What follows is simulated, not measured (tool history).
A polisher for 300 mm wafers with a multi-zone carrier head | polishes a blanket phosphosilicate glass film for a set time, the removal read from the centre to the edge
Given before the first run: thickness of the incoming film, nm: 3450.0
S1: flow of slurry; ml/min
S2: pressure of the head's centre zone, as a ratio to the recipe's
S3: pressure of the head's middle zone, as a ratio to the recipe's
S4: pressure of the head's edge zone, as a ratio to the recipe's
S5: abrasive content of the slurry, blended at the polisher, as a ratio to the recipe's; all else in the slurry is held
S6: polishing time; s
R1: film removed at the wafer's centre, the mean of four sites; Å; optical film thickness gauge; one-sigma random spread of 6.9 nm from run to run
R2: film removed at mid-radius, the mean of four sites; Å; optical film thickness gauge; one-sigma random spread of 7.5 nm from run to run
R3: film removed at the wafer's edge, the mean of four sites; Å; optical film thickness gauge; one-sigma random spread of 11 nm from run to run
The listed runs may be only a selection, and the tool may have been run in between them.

Run 1, hour 0: S1 225 ml/min, S2 1, S3 1, S4 1, S5 1, S6 69 s. Result: R1 8013.2 Å, R2 7213.5 Å, R3 7037.2 Å.
Run 2, hour 7.2: S1 225 ml/min, S2 1, S3 1, S4 1, S5 0.9, S6 69 s. Result: R1 7727.6 Å, R2 6975.9 Å, R3 6739.2 Å.
Run 3, hour 11.3: S1 230 ml/min, S2 1, S3 1.02, S4 1.05, S5 1.1, S6 70 s. Result: R1 8358 Å, R2 7568.9 Å, R3 7468.3 Å.
Run 4, hour 12.5: S1 230 ml/min, S2 0.95, S3 1.02, S4 1.05, S5 1.1, S6 70 s. Result: R1 7926.6 Å, R2 7609.8 Å, R3 7544.1 Å.
Run 5, hour 18.8: S1 235 ml/min, S2 0.95, S3 1.03, S4 1.08, S5 1.2, S6 73 s. Result: R1 8459.8 Å, R2 8356.8 Å, R3 7997.8 Å.
Run 6, hour 19.9: S1 220 ml/min, S2 0.95, S3 1.01, S4 1.11, S5 1.3, S6 76 s. Result: R1 8927.3 Å, R2 8570 Å, R3 8643.6 Å.

Run 7, settings as shown, results not yet in. Your forecast:
Run 7, hour 26.5: S1 235 ml/min, S2 0.95, S3 1.01, S4 1.13, S5 1.35, S6 78 s. Result: R1 ?, R2 ?, R3 ?.

{"run 7": {"R1": 9398.9, "R2": 8941.7, "R3": 9185.7}}
